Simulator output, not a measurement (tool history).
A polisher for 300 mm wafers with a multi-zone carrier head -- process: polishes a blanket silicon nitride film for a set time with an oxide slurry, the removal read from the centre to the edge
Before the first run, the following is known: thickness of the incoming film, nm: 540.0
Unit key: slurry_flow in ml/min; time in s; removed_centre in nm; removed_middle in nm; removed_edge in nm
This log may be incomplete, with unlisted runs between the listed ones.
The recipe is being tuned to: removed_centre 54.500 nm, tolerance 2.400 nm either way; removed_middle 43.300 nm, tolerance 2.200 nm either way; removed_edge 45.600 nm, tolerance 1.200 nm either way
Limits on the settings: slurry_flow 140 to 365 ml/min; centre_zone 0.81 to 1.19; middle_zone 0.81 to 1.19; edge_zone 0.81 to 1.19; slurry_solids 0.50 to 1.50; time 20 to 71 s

run,hour,slurry_flow,centre_zone,middle_zone,edge_zone,slurry_solids,time,removed_centre,removed_middle,removed_edge
1,0.0,235,1.00,1.00,1.00,1.00,45,40.168,39.433,38.810
2,3.4,240,1.03,1.00,1.02,1.05,45,41.944,40.534,40.880
3,4.7,240,1.03,1.00,1.02,0.85,45,38.692,37.015,37.165
4,5.3,240,0.94,1.00,1.02,0.85,45,34.286,37.365,36.945
5,12.2,240,0.91,1.00,1.02,0.85,45,34.151,37.833,37.540
6,13.9,245,0.95,1.00,1.03,0.90,45,36.878,37.247,38.961
7,20.4,255,0.99,1.02,1.04,0.95,45,37.998,40.839,39.418
8,21.6,190,1.09,0.92,0.94,1.20,49,49.242,41.931,44.597
9,23.0,195,1.10,0.92,0.94,1.20,49,49.417,42.453,44.174

Exactly one of the 4 candidate moves below puts every result within its allowed miss. Which one?
A,24.4,175,1.07,0.85,0.96,1.25,50,?,?,?
B,24.4,210,1.16,0.90,0.98,1.10,51,?,?,?
C,24.4,175,1.19,0.86,0.88,1.10,51,?,?,?
D,24.4,140,0.93,0.96,1.02,1.25,50,?,?,?

move,removed_centre,removed_middle,removed_edge
A,50.267,40.983,46.088
B,54.223,42.580,45.764
C,54.268,40.114,43.302
D,42.211,44.010,46.065
A: moves toward the targets from the last run without getting all of them in spec
B: all results in spec
C: brings the result that was furthest off to its target, and leaves another outside
D: its largest miss is bigger than the last run's
Answer: B
